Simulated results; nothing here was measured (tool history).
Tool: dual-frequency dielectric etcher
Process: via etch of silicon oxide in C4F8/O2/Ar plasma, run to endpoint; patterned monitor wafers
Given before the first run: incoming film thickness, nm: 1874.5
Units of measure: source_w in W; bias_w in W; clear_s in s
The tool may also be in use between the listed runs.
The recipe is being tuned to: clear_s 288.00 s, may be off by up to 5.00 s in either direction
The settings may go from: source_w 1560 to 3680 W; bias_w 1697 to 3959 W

run    day  source_w  bias_w  clear_s
  1  0.000      2620    2828   315.79
  2  0.133      2230    2828   332.18
  3  0.171      2540    2895   317.28
  4  0.233      2350    2895   324.07
  5  0.612      1990    2895   343.45
  6  0.775      1740    2895   357.42
  7  1.033      2160    2973   331.27
  8  1.275      2440    3023   316.69
  9  1.604      2630    3060   308.24
 10  1.733      2770    3092   303.20
 11  1.892      2880    3122   299.12
 12  2.158      2970    3147   295.24

Which one of the following 5 next-run settings gets every result inside its allowed miss? There is exactly one.
  A  2.425      3130    2619        ?
  B  2.425      2870    2963        ?
  C  2.425      3000    3381        ?
  D  2.425      3250    3508        ?
  E  2.425      2960    3940        ?

move  clear_s
   A   302.67
   B   302.96
   C   289.00
   D   278.65
   E   279.16
A: lands further from the targets than the last run did
B: lands further from the targets than the last run did
C: all results in spec
D: carries the result that was furthest off beyond its target, to the other side
E: carries the result that was furthest off beyond its target, to the other side
Answer: C
